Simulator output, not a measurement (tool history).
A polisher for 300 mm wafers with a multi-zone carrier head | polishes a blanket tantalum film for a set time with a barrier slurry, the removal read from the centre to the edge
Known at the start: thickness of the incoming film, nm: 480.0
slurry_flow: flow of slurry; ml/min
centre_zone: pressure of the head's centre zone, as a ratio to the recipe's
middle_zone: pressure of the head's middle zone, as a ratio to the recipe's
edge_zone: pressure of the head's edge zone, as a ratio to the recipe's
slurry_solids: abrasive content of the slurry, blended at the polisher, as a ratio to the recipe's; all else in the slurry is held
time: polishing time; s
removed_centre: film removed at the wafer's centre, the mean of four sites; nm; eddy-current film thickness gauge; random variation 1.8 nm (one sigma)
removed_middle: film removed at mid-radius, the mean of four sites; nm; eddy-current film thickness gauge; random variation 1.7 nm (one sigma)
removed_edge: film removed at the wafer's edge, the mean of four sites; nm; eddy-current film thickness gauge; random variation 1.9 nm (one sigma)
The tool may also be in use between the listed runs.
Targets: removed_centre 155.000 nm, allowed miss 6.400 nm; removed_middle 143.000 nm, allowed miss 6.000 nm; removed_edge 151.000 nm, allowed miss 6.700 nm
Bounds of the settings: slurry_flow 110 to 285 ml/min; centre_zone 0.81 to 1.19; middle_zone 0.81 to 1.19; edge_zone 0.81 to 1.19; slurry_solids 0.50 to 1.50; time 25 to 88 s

Run 1, hour 0.0: slurry_flow 180 ml/min, centre_zone 1.00, middle_zone 1.00, edge_zone 1.00, slurry_solids 1.00, time 56 s. Result: removed_centre 112.250 nm, removed_middle 124.010 nm, removed_edge 125.940 nm.
Run 2, hour 1.9: slurry_flow 180 ml/min, centre_zone 1.06, middle_zone 1.00, edge_zone 1.00, slurry_solids 1.00, time 56 s. Result: removed_centre 120.290 nm, removed_middle 123.090 nm, removed_edge 128.760 nm.
Run 3, hour 4.3: slurry_flow 180 ml/min, centre_zone 1.02, middle_zone 1.00, edge_zone 1.00, slurry_solids 1.00, time 56 s. Result: removed_centre 114.830 nm, removed_middle 126.600 nm, removed_edge 126.120 nm.
Run 4, hour 5.2: slurry_flow 185 ml/min, centre_zone 1.05, middle_zone 1.01, edge_zone 1.01, slurry_solids 1.05, time 56 s. Result: removed_centre 120.560 nm, removed_middle 127.300 nm, removed_edge 129.730 nm.
Run 5, hour 11.7: slurry_flow 185 ml/min, centre_zone 1.05, middle_zone 1.01, edge_zone 1.01, slurry_solids 1.05, time 42 s. Result: removed_centre 89.751 nm, removed_middle 94.091 nm, removed_edge 96.843 nm.
Run 6, hour 16.4: slurry_flow 185 ml/min, centre_zone 1.05, middle_zone 1.06, edge_zone 1.01, slurry_solids 1.05, time 42 s. Result: removed_centre 91.898 nm, removed_middle 99.511 nm, removed_edge 95.744 nm.
Run 7, hour 20.5: slurry_flow 190 ml/min, centre_zone 1.07, middle_zone 1.06, edge_zone 1.02, slurry_solids 1.15, time 44 s. Result: removed_centre 100.580 nm, removed_middle 107.530 nm, removed_edge 104.560 nm.
Run 8, hour 27.1: slurry_flow 195 ml/min, centre_zone 1.09, middle_zone 1.06, edge_zone 1.03, slurry_solids 1.20, time 45 s. Result: removed_centre 101.990 nm, removed_middle 108.470 nm, removed_edge 110.100 nm.
Run 9, hour 31.3: slurry_flow 195 ml/min, centre_zone 1.11, middle_zone 1.05, edge_zone 1.01, slurry_solids 1.20, time 47 s. Result: removed_centre 112.230 nm, removed_middle 112.920 nm, removed_edge 114.680 nm.
At hour 34.2: centre zone pressure recalibrated.
Run 10, hour 34.2: slurry_flow 195 ml/min, centre_zone 1.11, middle_zone 1.05, edge_zone 1.01, slurry_solids 1.20, time 47 s. Result: removed_centre 121.910 nm, removed_middle 117.020 nm, removed_edge 112.990 nm.
Run 11, hour 42.6: slurry_flow 200 ml/min, centre_zone 1.12, middle_zone 1.05, edge_zone 1.02, slurry_solids 1.25, time 48 s. Result: removed_centre 129.440 nm, removed_middle 118.770 nm, removed_edge 117.460 nm.
Run 12, hour 50.0: slurry_flow 200 ml/min, centre_zone 1.12, middle_zone 1.06, edge_zone 1.04, slurry_solids 1.30, time 49 s. Result: removed_centre 133.720 nm, removed_middle 122.560 nm, removed_edge 123.660 nm.
Run 13, hour 57.3: slurry_flow 200 ml/min, centre_zone 1.11, middle_zone 1.07, edge_zone 1.06, slurry_solids 1.35, time 50 s. Result: removed_centre 137.040 nm, removed_middle 128.310 nm, removed_edge 128.010 nm.
Run 14, hour 62.6: slurry_flow 200 ml/min, centre_zone 1.10, middle_zone 1.07, edge_zone 1.08, slurry_solids 1.40, time 51 s. Result: removed_centre 138.180 nm, removed_middle 132.580 nm, removed_edge 132.870 nm.
Run 15, hour 68.2: slurry_flow 200 ml/min, centre_zone 1.10, middle_zone 1.07, edge_zone 1.08, slurry_solids 1.40, time 51 s. Result: removed_centre 135.390 nm, removed_middle 133.650 nm, removed_edge 132.290 nm.
Run 16, hour 71.6: slurry_flow 205 ml/min, centre_zone 1.10, middle_zone 1.07, edge_zone 1.10, slurry_solids 1.40, time 51 s. Result: removed_centre 139.340 nm, removed_middle 132.270 nm, removed_edge 137.270 nm.
Run 17, hour 78.5: slurry_flow 215 ml/min, centre_zone 1.10, middle_zone 1.08, edge_zone 1.11, slurry_solids 1.40, time 51 s. Result: removed_centre 139.770 nm, removed_middle 138.410 nm, removed_edge 138.060 nm.
Run 18, hour 82.6: slurry_flow 220 ml/min, centre_zone 1.11, middle_zone 1.07, edge_zone 1.12, slurry_solids 1.40, time 51 s. Result: removed_centre 138.360 nm, removed_middle 133.100 nm, removed_edge 137.850 nm.
Run 19, hour 89.0: slurry_flow 220 ml/min, centre_zone 1.12, middle_zone 1.07, edge_zone 1.13, slurry_solids 1.40, time 51 s. Result: removed_centre 142.840 nm, removed_middle 135.540 nm, removed_edge 134.090 nm.
Run 20, hour 95.7: slurry_flow 220 ml/min, centre_zone 1.12, middle_zone 1.07, edge_zone 1.13, slurry_solids 1.40, time 51 s. Result: removed_centre 146.400 nm, removed_middle 136.270 nm, removed_edge 138.910 nm.
Run 21, hour 98.2: slurry_flow 225 ml/min, centre_zone 1.12, middle_zone 1.07, edge_zone 1.14, slurry_solids 1.40, time 51 s. Result: removed_centre 143.860 nm, removed_middle 132.610 nm, removed_edge 135.480 nm.
Run 22, hour 106.7: slurry_flow 225 ml/min, centre_zone 1.12, middle_zone 1.07, edge_zone 1.14, slurry_solids 1.40, time 52 s. Result: removed_centre 148.950 nm, removed_middle 137.230 nm, removed_edge 143.000 nm.
Run 23, hour 108.7: slurry_flow 230 ml/min, centre_zone 1.12, middle_zone 1.07, edge_zone 1.15, slurry_solids 1.40, time 52 s. Result: removed_centre 148.340 nm, removed_middle 136.970 nm, removed_edge 142.450 nm.
Run 24, hour 112.9: slurry_flow 235 ml/min, centre_zone 1.12, middle_zone 1.07, edge_zone 1.16, slurry_solids 1.40, time 52 s. Result: removed_centre 146.980 nm, removed_middle 137.420 nm, removed_edge 142.120 nm.

Which of these 5 next moves meets every target?
Run A, hour 117.1: slurry_flow 195 ml/min, centre_zone 0.98, middle_zone 0.92, edge_zone 1.19, slurry_solids 1.25, time 59 s. Result: removed_centre ?, removed_middle ?, removed_edge ?.
Run B, hour 117.1: slurry_flow 255 ml/min, centre_zone 1.12, middle_zone 1.06, edge_zone 1.19, slurry_solids 1.50, time 54 s. Result: removed_centre ?, removed_middle ?, removed_edge ?.
Run C, hour 117.1: slurry_flow 245 ml/min, centre_zone 0.96, middle_zone 1.01, edge_zone 1.19, slurry_solids 1.30, time 57 s. Result: removed_centre ?, removed_middle ?, removed_edge ?.
Run D, hour 117.1: slurry_flow 230 ml/min, centre_zone 1.08, middle_zone 1.14, edge_zone 1.09, slurry_solids 1.35, time 52 s. Result: removed_centre ?, removed_middle ?, removed_edge ?.
Run E, hour 117.1: slurry_flow 275 ml/min, centre_zone 0.97, middle_zone 0.89, edge_zone 1.19, slurry_solids 1.20, time 58 s. Result: removed_centre ?, removed_middle ?, removed_edge ?.

move  removed_centre  removed_middle  removed_edge
   A         139.510         132.080       155.110
   B         158.970         147.380       151.990
   C         138.230         143.910       154.790
   D         142.140         145.650       135.150
   E         141.240         130.810       156.160
A: brings the result that was furthest off to its target, and leaves another outside
B: meets every target
C: brings the result that was furthest off to its target, and leaves another outside
D: further off than the last run
E: brings the result that was furthest off to its target, and leaves another outside
Answer: B
